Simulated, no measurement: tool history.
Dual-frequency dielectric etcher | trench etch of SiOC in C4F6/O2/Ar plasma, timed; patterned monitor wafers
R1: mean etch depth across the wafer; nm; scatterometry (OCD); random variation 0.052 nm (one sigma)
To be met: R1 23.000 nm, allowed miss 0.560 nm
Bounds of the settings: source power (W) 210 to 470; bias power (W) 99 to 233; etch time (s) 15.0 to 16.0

{"run": 1, "hour": 0.0, "source power (W)": 340, "bias power (W)": 166, "etch time (s)": 16.0, "R1": 29.013}
{"run": 2, "hour": 5.0, "source power (W)": 310, "bias power (W)": 150, "etch time (s)": 15.5, "R1": 25.852}
{"run": 3, "hour": 10.7, "source power (W)": 290, "bias power (W)": 148, "etch time (s)": 15.5, "R1": 24.843}
{"run": 4, "hour": 16.1, "source power (W)": 280, "bias power (W)": 147, "etch time (s)": 15.5, "R1": 24.201}
{"run": 5, "hour": 21.0, "source power (W)": 280, "bias power (W)": 158, "etch time (s)": 15.5, "R1": 24.829}
{"run": 6, "hour": 23.4, "source power (W)": 330, "bias power (W)": 158, "etch time (s)": 15.5, "R1": 27.136}
{"run": 7, "hour": 27.2, "source power (W)": 300, "bias power (W)": 155, "etch time (s)": 15.5, "R1": 25.628}
{"run": 8, "hour": 27.9, "source power (W)": 280, "bias power (W)": 153, "etch time (s)": 15.5, "R1": 24.644}
{"run": 9, "hour": 35.7, "source power (W)": 280, "bias power (W)": 153, "etch time (s)": 15.5, "R1": 24.677}
{"run": 10, "hour": 44.4, "source power (W)": 270, "bias power (W)": 152, "etch time (s)": 15.5, "R1": 23.933}
{"run": 11, "hour": 48.5, "source power (W)": 240, "bias power (W)": 149, "etch time (s)": 15.5, "R1": 22.285}

Which of these 4 next moves meets every target?
{"run": "A", "hour": 52.6, "source power (W)": 260, "bias power (W)": 141, "etch time (s)": 15.5, "R1": "?"}
{"run": "B", "hour": 52.6, "source power (W)": 240, "bias power (W)": 145, "etch time (s)": 15.5, "R1": "?"}
{"run": "C", "hour": 52.6, "source power (W)": 240, "bias power (W)": 153, "etch time (s)": 15.0, "R1": "?"}
{"run": "D", "hour": 52.6, "source power (W)": 210, "bias power (W)": 170, "etch time (s)": 15.0, "R1": "?"}

move=A R1=22.837
move=B R1=22.058
move=C R1=21.810
move=D R1=21.012
A: meets every target
B: further off than the last run
C: further off than the last run
D: further off than the last run
Answer: A

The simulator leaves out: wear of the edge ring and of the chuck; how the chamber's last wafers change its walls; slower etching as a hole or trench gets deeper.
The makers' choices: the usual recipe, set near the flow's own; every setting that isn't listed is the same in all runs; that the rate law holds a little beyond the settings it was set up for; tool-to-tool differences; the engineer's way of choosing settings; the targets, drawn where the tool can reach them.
